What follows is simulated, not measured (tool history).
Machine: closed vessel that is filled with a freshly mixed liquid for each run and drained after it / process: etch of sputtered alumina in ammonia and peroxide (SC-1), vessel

| run | day | temperature setpoint of the liquid (C) | parts of 29 % ammonia solution to one part of 30 % peroxide (parts by volume) | time in the liquid (s) | thickness taken off the sputtered alumina on a monitor wafer (nm) |
|---|---|---|---|---|---|
| 1 | 0 | 55 | 0.55 | 30 | 1.6179 |
| 2 | 0.275 | 57.5 | 0.55 | 30 | 1.842 |
| 3 | 0.604 | 59.5 | 0.55 | 30 | 2.0432 |
| 4 | 0.633 | 61 | 0.55 | 30 | 2.1797 |
| 5 | 0.975 | 62.5 | 0.55 | 30 | 2.394 |
| 6 | 1.033 | 59.5 | 0.55 | 30 | 2.0175 |
| 7 | 1.062 | 67.5 | 0.6 | 30 | 3.0491 |

For run 8, what comes out?
| 8 | 1.154 | 68 | 0.6 | 30 | ? |

{"run 8": {"thickness taken off the sputtered alumina on a monitor wafer (nm)": 3.1676}}
